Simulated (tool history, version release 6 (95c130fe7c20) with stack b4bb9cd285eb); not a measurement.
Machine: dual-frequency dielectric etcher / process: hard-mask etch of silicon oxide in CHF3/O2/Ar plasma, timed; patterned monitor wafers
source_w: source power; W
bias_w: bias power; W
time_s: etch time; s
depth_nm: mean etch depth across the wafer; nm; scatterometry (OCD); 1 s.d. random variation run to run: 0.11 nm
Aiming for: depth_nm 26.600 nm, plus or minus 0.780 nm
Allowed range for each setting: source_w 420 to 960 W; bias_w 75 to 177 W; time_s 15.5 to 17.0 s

| run | hour | source_w | bias_w | time_s | depth_nm |
|---|---|---|---|---|---|
| 1 | 0.0 | 690 | 126 | 17.0 | 32.659 |
| 2 | 1.8 | 690 | 104 | 17.0 | 31.099 |
| 3 | 4.7 | 600 | 104 | 17.0 | 29.458 |
| 4 | 12.5 | 570 | 102 | 17.0 | 28.463 |
| 5 | 18.8 | 690 | 102 | 17.0 | 30.878 |
| 6 | 19.8 | 760 | 102 | 17.0 | 32.016 |
| 7 | 24.1 | 710 | 97 | 17.0 | 30.921 |
| 8 | 32.3 | 670 | 94 | 17.0 | 30.021 |
| 9 | 38.5 | 640 | 91 | 17.0 | 29.334 |
| 10 | 46.5 | 610 | 89 | 17.0 | 28.548 |
| 11 | 52.6 | 590 | 87 | 17.0 | 27.927 |
| 12 | 55.3 | 580 | 86 | 17.0 | 27.831 |
| 13 | 60.7 | 570 | 85 | 17.0 | 27.469 |

Exercise: of the 4 proposed moves below, exactly one satisfies all targets within the stated allowed misses. Which move is it?
| A | 66.1 | 620 | 87 | 16.0 | ? |
| B | 66.1 | 500 | 94 | 16.0 | ? |
| C | 66.1 | 540 | 75 | 16.5 | ? |
| D | 66.1 | 580 | 98 | 17.0 | ? |

| move | depth_nm |
|---|---|
| A | 26.559 |
| B | 24.961 |
| C | 25.031 |
| D | 28.370 |
A: meets every target
B: carries the result that was furthest off beyond its target, to the other side
C: carries the result that was furthest off beyond its target, to the other side
D: moves away from the targets compared with the last run
So the answer is move A, the one that meets all the targets.
